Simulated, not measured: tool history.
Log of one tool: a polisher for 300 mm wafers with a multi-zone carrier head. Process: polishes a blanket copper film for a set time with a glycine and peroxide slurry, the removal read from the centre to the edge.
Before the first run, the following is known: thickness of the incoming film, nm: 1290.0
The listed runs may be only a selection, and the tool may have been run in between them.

run  hour  flow of slurry (ml/min)  pressure of the head's centre zone  pressure of the head's middle zone  pressure of the head's edge zone  polishing time (s)  film removed at the wafer's centre (angstrom)  film removed at mid-radius (angstrom)  film removed at the wafer's edge (angstrom)
  1   0.0                      280                                1.00                                1.00                              1.00                  50                                         3069.9                                 3031.6                                       3135.5
  2   2.8                      280                                1.00                                0.95                              1.00                  50                                         3065.3                                 2921.0                                       3084.1
  3  11.9                      285                                1.02                                0.96                              1.02                  51                                         3178.7                                 2996.5                                       3140.3
  4  15.1                      285                                1.02                                0.96                              1.02                  43                                         2655.7                                 2534.2                                       2716.5
  5  16.7                      285                                1.02                                0.88                              1.02                  43                                         2663.3                                 2370.2                                       2676.4
  6  18.7                      290                                1.04                                0.89                              1.04                  45                                         2839.1                                 2499.2                                       2814.1
  7  27.0                      295                                1.06                                0.90                              1.05                  47                                         3090.0                                 2613.9                                       2998.0
  8  32.2                      295                                1.06                                0.90                              1.05                  47                                         3071.8                                 2653.2                                       2958.4
  9  39.3                      300                                1.07                                0.90                              1.07                  48                                         3203.1                                 2688.5                                       3074.5

Estimate the outcome of run 10 from the log above:
 10  40.8                      305                                1.08                                0.92                              1.08                  49                                              ?                                      ?                                            ?

Run 10 came out at film removed at the wafer's centre (angstrom) 3283.7, film removed at mid-radius (angstrom) 2801.8, film removed at the wafer's edge (angstrom) 3165.8.

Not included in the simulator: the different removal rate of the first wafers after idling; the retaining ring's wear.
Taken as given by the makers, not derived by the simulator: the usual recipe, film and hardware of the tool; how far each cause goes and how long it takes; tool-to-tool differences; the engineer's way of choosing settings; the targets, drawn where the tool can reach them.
